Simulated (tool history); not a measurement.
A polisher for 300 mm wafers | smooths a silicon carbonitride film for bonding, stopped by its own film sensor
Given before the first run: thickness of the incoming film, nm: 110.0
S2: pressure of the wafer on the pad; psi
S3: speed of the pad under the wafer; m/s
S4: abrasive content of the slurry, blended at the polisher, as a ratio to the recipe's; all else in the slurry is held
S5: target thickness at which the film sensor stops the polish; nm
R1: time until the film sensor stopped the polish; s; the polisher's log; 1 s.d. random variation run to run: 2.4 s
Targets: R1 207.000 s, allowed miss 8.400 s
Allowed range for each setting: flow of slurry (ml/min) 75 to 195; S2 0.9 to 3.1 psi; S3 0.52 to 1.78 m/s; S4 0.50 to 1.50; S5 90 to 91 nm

{"run": 1, "hour": 0.0, "flow of slurry (ml/min)": 125, "S2": 2.0, "S3": 1.14, "S4": 1.0, "S5": 91, "R1": 71.274}
{"run": 2, "hour": 5.4, "flow of slurry (ml/min)": 125, "S2": 2.0, "S3": 1.14, "S4": 1.2, "S5": 91, "R1": 66.381}
{"run": 3, "hour": 10.1, "flow of slurry (ml/min)": 120, "S2": 1.7, "S3": 0.96, "S4": 1.15, "S5": 91, "R1": 91.634}
{"run": 4, "hour": 15.1, "flow of slurry (ml/min)": 115, "S2": 1.5, "S3": 0.84, "S4": 1.15, "S5": 91, "R1": 115.28}
{"run": 5, "hour": 22.9, "flow of slurry (ml/min)": 125, "S2": 1.5, "S3": 0.84, "S4": 1.15, "S5": 91, "R1": 116.31}
{"run": 6, "hour": 24.0, "flow of slurry (ml/min)": 125, "S2": 1.5, "S3": 0.6, "S4": 1.15, "S5": 91, "R1": 147.21}
{"run": 7, "hour": 31.7, "flow of slurry (ml/min)": 110, "S2": 0.9, "S3": 0.58, "S4": 1.15, "S5": 91, "R1": 249.14}
{"run": 8, "hour": 39.7, "flow of slurry (ml/min)": 120, "S2": 0.9, "S3": 0.58, "S4": 1.15, "S5": 91, "R1": 254.49}
{"run": 9, "hour": 48.5, "flow of slurry (ml/min)": 120, "S2": 1.4, "S3": 0.6, "S4": 1.15, "S5": 91, "R1": 159.06}
{"run": 10, "hour": 52.9, "flow of slurry (ml/min)": 120, "S2": 1.4, "S3": 0.6, "S4": 1.15, "S5": 91, "R1": 164.41}

5 next moves are on the table. One of them brings every result within its allowed miss. Which?
{"run": "A", "hour": 57.3, "flow of slurry (ml/min)": 125, "S2": 1.8, "S3": 0.68, "S4": 1.2, "S5": 91, "R1": "?"}
{"run": "B", "hour": 57.3, "flow of slurry (ml/min)": 95, "S2": 1.6, "S3": 0.84, "S4": 1.15, "S5": 90, "R1": "?"}
{"run": "C", "hour": 57.3, "flow of slurry (ml/min)": 135, "S2": 1.2, "S3": 0.58, "S4": 1.35, "S5": 90, "R1": "?"}
{"run": "D", "hour": 57.3, "flow of slurry (ml/min)": 125, "S2": 1.3, "S3": 0.56, "S4": 1.15, "S5": 90, "R1": "?"}
{"run": "E", "hour": 57.3, "flow of slurry (ml/min)": 115, "S2": 1.2, "S3": 0.56, "S4": 1.2, "S5": 90, "R1": "?"}

move=A R1=114.110
move=B R1=119.320
move=C R1=191.720
move=D R1=194.630
move=E R1=209.160
A: the biggest miss grows against the last run
B: the biggest miss grows against the last run
C: nearer the targets than the last run, but a result is still out of spec
D: nearer the targets than the last run, but a result is still out of spec
E: all results land within tolerance of their targets
The move that meets every target is E.
